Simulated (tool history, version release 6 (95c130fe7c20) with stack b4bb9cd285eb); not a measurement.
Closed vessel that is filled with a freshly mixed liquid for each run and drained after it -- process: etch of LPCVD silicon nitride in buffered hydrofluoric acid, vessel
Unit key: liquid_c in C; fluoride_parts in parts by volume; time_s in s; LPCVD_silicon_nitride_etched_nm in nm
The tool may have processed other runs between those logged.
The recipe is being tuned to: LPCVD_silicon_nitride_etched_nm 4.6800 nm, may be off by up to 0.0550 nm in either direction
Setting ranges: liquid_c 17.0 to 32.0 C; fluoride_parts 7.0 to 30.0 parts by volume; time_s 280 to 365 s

run,day,liquid_c,fluoride_parts,time_s,LPCVD_silicon_nitride_etched_nm
1,0.000,25.0,20.0,365,3.0699
2,0.229,27.5,20.0,365,3.5173
3,0.333,27.5,20.0,365,3.4906
4,0.388,27.5,20.0,280,2.7034
5,0.488,30.5,20.0,280,3.1601
6,0.596,31.0,18.0,280,3.5808
7,0.804,31.0,17.0,280,3.7820
8,0.862,31.0,16.0,280,4.0446
9,1.000,31.0,15.5,280,4.1589
10,1.392,31.0,15.0,280,4.2814
11,1.679,31.0,14.5,280,4.4310

Which single option among these 5 for the next run brings every result within its allowed miss of target? Just one does.
A,1.967,31.5,14.5,295,?
B,1.967,29.0,16.5,325,?
C,1.967,30.5,14.0,285,?
D,1.967,28.5,15.0,310,?
E,1.967,31.5,17.5,345,?

move,LPCVD_silicon_nitride_etched_nm
A,4.7902
B,4.0773
C,4.5458
D,4.1588
E,4.6592
A: carries the result that was furthest off beyond its target, to the other side
B: further off than the last run
C: closes in on the targets versus the last run, not all within tolerance yet
D: further off than the last run
E: every result within its allowed miss
The right move is E.

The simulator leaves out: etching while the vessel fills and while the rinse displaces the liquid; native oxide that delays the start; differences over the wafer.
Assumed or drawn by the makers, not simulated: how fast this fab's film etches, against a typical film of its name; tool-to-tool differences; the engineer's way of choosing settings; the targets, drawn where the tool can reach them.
